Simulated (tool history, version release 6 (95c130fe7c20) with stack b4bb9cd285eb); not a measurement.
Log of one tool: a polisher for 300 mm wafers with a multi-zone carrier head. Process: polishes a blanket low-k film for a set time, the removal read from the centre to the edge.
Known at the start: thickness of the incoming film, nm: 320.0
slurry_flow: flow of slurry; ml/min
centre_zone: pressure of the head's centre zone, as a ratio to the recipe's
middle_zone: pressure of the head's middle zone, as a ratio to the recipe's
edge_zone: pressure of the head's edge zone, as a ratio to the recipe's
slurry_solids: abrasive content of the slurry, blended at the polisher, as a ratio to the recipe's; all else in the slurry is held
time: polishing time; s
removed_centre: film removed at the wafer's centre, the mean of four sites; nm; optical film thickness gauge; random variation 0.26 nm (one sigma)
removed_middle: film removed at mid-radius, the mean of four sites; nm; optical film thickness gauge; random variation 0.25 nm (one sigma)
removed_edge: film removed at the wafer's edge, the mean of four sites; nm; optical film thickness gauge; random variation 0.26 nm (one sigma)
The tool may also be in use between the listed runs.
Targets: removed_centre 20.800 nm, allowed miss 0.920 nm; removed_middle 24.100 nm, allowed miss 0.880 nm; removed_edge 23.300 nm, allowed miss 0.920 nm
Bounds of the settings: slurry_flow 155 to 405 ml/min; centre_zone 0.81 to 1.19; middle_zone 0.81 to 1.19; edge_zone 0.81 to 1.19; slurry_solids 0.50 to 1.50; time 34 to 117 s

run 1 hour=0.0 | slurry_flow=260 centre_zone=1.00 middle_zone=1.00 edge_zone=1.00 slurry_solids=1.00 time=75 | removed_centre=33.780 removed_middle=36.365 removed_edge=35.328
run 2 hour=2.6 | slurry_flow=260 centre_zone=1.00 middle_zone=1.00 edge_zone=0.92 slurry_solids=1.00 time=75 | removed_centre=33.855 removed_middle=36.306 removed_edge=34.974
run 3 hour=10.9 | slurry_flow=260 centre_zone=0.98 middle_zone=1.00 edge_zone=0.92 slurry_solids=0.85 time=70 | removed_centre=29.285 removed_middle=30.640 removed_edge=29.972
run 4 hour=15.1 | slurry_flow=255 centre_zone=0.93 middle_zone=1.02 edge_zone=0.92 slurry_solids=0.75 time=69 | removed_centre=25.104 removed_middle=29.208 removed_edge=27.980
run 5 hour=19.2 | slurry_flow=255 centre_zone=1.00 middle_zone=1.02 edge_zone=0.92 slurry_solids=0.75 time=69 | removed_centre=27.333 removed_middle=29.609 removed_edge=28.223
-- hour=20.6 centre zone pressure recalibrated
run 6 hour=20.6 | slurry_flow=255 centre_zone=1.07 middle_zone=1.02 edge_zone=0.92 slurry_solids=0.75 time=69 | removed_centre=32.424 removed_middle=29.621 removed_edge=28.084
run 7 hour=25.8 | slurry_flow=255 centre_zone=1.02 middle_zone=1.02 edge_zone=0.91 slurry_solids=0.65 time=68 | removed_centre=29.066 removed_middle=27.070 removed_edge=26.199
run 8 hour=31.4 | slurry_flow=245 centre_zone=0.97 middle_zone=1.03 edge_zone=0.90 slurry_solids=0.60 time=68 | removed_centre=26.042 removed_middle=26.255 removed_edge=24.809
run 9 hour=35.7 | slurry_flow=235 centre_zone=0.93 middle_zone=1.02 edge_zone=0.90 slurry_solids=0.60 time=68 | removed_centre=24.593 removed_middle=26.215 removed_edge=24.975
run 10 hour=44.2 | slurry_flow=235 centre_zone=0.90 middle_zone=1.01 edge_zone=0.89 slurry_solids=0.55 time=68 | removed_centre=22.546 removed_middle=24.903 removed_edge=23.427
run 11 hour=51.8 | slurry_flow=235 centre_zone=0.90 middle_zone=1.01 edge_zone=0.89 slurry_solids=0.55 time=68 | removed_centre=22.858 removed_middle=24.911 removed_edge=23.488

Which of these 4 next moves meets every target?
run A hour=59.4 | slurry_flow=220 centre_zone=1.01 middle_zone=0.90 edge_zone=0.91 slurry_solids=0.50 time=71 | removed_centre=? removed_middle=? removed_edge=?
run B hour=59.4 | slurry_flow=245 centre_zone=0.92 middle_zone=0.90 edge_zone=0.91 slurry_solids=0.55 time=66 | removed_centre=? removed_middle=? removed_edge=?
run C hour=59.4 | slurry_flow=260 centre_zone=0.82 middle_zone=1.07 edge_zone=0.91 slurry_solids=0.70 time=55 | removed_centre=? removed_middle=? removed_edge=?
run D hour=59.4 | slurry_flow=285 centre_zone=0.84 middle_zone=0.99 edge_zone=0.91 slurry_solids=0.80 time=55 | removed_centre=? removed_middle=? removed_edge=?

move=A removed_centre=25.189 removed_middle=21.939 removed_edge=23.915
move=B removed_centre=22.671 removed_middle=21.668 removed_edge=23.518
move=C removed_centre=18.974 removed_middle=23.524 removed_edge=21.970
move=D removed_centre=20.852 removed_middle=23.606 removed_edge=23.515
A: further off than the last run
B: further off than the last run
C: takes the result that was furthest off past its target
D: meets every target
Answer: D
